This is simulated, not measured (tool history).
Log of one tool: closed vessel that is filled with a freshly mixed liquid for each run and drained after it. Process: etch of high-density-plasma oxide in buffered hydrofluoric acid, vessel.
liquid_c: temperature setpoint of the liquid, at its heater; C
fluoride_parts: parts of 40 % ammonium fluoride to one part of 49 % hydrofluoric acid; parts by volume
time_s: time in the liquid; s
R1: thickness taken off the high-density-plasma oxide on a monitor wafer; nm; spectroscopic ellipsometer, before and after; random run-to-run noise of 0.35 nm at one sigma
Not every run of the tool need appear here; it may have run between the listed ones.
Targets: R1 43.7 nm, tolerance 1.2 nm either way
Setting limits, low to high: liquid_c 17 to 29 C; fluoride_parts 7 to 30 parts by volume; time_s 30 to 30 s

run 1 hour=0 | liquid_c=21 fluoride_parts=19 time_s=30 | R1=23.082
run 2 hour=3.9 | liquid_c=22 fluoride_parts=18.5 time_s=30 | R1=25.518
run 3 hour=11.1 | liquid_c=23 fluoride_parts=18 time_s=30 | R1=27.504
run 4 hour=17.1 | liquid_c=21 fluoride_parts=18 time_s=30 | R1=24.535
run 5 hour=25.6 | liquid_c=22 fluoride_parts=17.5 time_s=30 | R1=26.534
run 6 hour=29.2 | liquid_c=22 fluoride_parts=14 time_s=30 | R1=33.038
run 7 hour=36.9 | liquid_c=22.5 fluoride_parts=14 time_s=30 | R1=33.813
run 8 hour=38.7 | liquid_c=23 fluoride_parts=14 time_s=30 | R1=35.272
run 9 hour=39.8 | liquid_c=23.5 fluoride_parts=14 time_s=30 | R1=36.026
run 10 hour=48.2 | liquid_c=24 fluoride_parts=14 time_s=30 | R1=36.867

Which single option among these 5 for the next run brings every result within its allowed miss of target? Just one does.
run A hour=56.6 | liquid_c=22.5 fluoride_parts=11 time_s=30 | R1=?
run B hour=56.6 | liquid_c=27 fluoride_parts=13 time_s=30 | R1=?
run C hour=56.6 | liquid_c=23.5 fluoride_parts=12.5 time_s=30 | R1=?
run D hour=56.6 | liquid_c=23.5 fluoride_parts=12 time_s=30 | R1=?
run E hour=56.6 | liquid_c=26.5 fluoride_parts=12.5 time_s=30 | R1=?

move=A R1=43.26
move=B R1=46.916
move=C R1=40.337
move=D R1=41.98
move=E R1=47.461
A: in spec on every target
B: pushes the last run's worst result past its target
C: moves toward the targets from the last run without getting all of them in spec
D: moves toward the targets from the last run without getting all of them in spec
E: pushes the last run's worst result past its target
Answer: A

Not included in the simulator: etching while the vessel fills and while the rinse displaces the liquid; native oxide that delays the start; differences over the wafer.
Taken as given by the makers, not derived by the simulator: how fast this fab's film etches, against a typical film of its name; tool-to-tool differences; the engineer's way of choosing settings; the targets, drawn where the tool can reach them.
